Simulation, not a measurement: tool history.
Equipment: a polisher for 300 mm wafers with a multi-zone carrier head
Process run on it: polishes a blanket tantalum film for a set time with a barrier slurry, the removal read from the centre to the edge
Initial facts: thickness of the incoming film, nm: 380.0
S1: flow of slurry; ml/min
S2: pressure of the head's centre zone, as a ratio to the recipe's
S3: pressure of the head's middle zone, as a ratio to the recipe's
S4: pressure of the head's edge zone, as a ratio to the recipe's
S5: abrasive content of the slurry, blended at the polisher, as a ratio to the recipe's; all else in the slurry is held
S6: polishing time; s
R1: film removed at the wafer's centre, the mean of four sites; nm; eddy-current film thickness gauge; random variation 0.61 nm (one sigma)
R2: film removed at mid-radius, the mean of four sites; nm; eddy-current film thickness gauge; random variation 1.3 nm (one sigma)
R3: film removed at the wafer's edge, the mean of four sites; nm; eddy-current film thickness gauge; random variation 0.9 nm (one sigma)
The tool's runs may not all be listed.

run	hour	S1	S2	S3	S4	S5	S6	R1	R2	R3
1	0.0	180	1.00	1.00	1.00	1.00	43	74.489	79.671	76.270
2	1.0	180	1.00	1.00	1.00	1.10	43	75.824	82.220	76.886
3	3.2	180	1.00	1.00	0.93	1.10	43	76.224	82.024	76.371
4	5.4	205	1.00	1.00	0.93	1.10	43	78.167	84.526	75.460
5	11.6	185	0.99	1.00	0.96	1.20	44	78.420	85.925	80.596
6	16.6	180	0.99	1.00	0.98	1.25	44	79.302	85.961	82.259
7	17.5	210	0.93	1.05	1.08	1.40	44	79.635	94.028	89.649

Expected results for the next run?
8	18.4	210	0.93	1.05	1.09	1.40	44	?	?	?

R1: 78.478 nm
R2: 94.432 nm
R3: 89.419 nm
